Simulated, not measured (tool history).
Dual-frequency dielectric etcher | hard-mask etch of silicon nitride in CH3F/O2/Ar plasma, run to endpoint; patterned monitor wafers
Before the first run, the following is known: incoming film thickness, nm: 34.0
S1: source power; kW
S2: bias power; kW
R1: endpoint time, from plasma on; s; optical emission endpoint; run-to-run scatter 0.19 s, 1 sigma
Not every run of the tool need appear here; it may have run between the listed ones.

run	hour	S1	S2	R1
1	0	0.45	0.085	44.672
2	4.2	0.5	0.085	42.716
3	9.2	0.51	0.086	42.675
4	16	0.52	0.088	41.51
5	19.2	0.53	0.088	40.944
6	22.1	0.54	0.088	40.594
7	27.9	0.55	0.088	40.628

For run 8, what comes out?
# hour 34: source power generator calibrated
8	34	0.56	0.089	?

Run 8 gave R1 39.203 s.
